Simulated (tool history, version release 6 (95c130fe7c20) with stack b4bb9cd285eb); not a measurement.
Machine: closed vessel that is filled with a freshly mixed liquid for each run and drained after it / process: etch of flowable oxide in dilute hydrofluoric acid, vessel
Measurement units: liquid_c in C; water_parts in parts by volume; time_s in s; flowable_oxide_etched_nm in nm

run	day	liquid_c	water_parts	time_s	flowable_oxide_etched_nm
1	0	22	150	100	18.419
2	0.333	21	155	100	16.904
3	0.383	20	155	100	16.309
4	0.425	20	135	100	19.329
5	0.471	20	135	100	19.114
6	0.679	19.5	140	100	18.117

Run 7 has not been measured yet. What should we expect?
7	0.896	19	145	100	?

{"run 7": {"flowable_oxide_etched_nm": 16.719}}

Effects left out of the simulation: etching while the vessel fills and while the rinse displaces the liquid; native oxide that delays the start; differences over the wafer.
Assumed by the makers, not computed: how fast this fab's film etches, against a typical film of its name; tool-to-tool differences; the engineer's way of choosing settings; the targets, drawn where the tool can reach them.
